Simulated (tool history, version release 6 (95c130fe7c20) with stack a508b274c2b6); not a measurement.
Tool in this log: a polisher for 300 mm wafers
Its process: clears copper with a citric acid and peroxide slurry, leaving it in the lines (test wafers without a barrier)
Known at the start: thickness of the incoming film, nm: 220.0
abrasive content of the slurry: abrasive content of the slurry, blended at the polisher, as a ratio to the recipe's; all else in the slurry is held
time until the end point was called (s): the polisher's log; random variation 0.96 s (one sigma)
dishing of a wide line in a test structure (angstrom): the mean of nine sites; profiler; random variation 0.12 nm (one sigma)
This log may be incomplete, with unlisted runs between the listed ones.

run  hour  flow of slurry (ml/min)  pressure of the wafer on the pad (psi)  speed of the pad under the wafer (m/s)  abrasive content of the slurry  overpolish time after the end point (s)  time until the end point was called (s)  dishing of a wide line in a test structure (angstrom)
  1   0.0                      160                                     3.3                                    1.26                             1.0                                       11                                   70.184                                                222.980
  2   6.0                      160                                     3.3                                    1.26                             1.0                                       15                                   69.625                                                283.200
  3  12.8                      160                                     3.3                                    1.26                             1.0                                       12                                   70.982                                                238.500
  4  16.9                      190                                     3.3                                    1.26                             1.0                                       12                                   69.016                                                247.720
  5  23.7                      190                                     3.0                                    1.26                             1.0                                       12                                   74.214                                                231.360
  6  31.4                      190                                     3.0                                    1.48                             1.0                                       12                                   62.710                                                269.500
  7  37.6                      180                                     2.9                                    1.46                             1.0                                       10                                   64.179                                                220.970
  8  44.9                      180                                     2.7                                    1.46                             1.0                                        9                                   67.543                                                188.500
  9  49.4                      175                                     2.5                                    1.46                             1.0                                        8                                   71.459                                                161.000
 10  55.7                      170                                     2.4                                    1.46                             1.0                                        8                                   74.014                                                160.870
 11  59.8                      170                                     2.3                                    1.46                             1.0                                        7                                   76.414                                                138.250
 12  67.8                      165                                     2.3                                    1.46                             1.0                                        7                                   76.496                                                139.180
 13  76.2                      175                                     2.0                                    1.46                             1.0                                        5                                   80.949                                                 94.551
 14  81.8                      130                                     2.2                                    1.44                             1.0                                        5                                   80.644                                                 95.174
 15  87.5                      135                                     2.2                                    1.44                             1.0                                        5                                   81.431                                                 93.677

Estimate the outcome of run 16 from the log above:
 16  91.2                      140                                     2.2                                    1.44                             1.0                                        5                                        ?                                                      ?

{"run 16": {"time until the end point was called (s)": 80.29, "dishing of a wide line in a test structure (angstrom)": 97.517}}
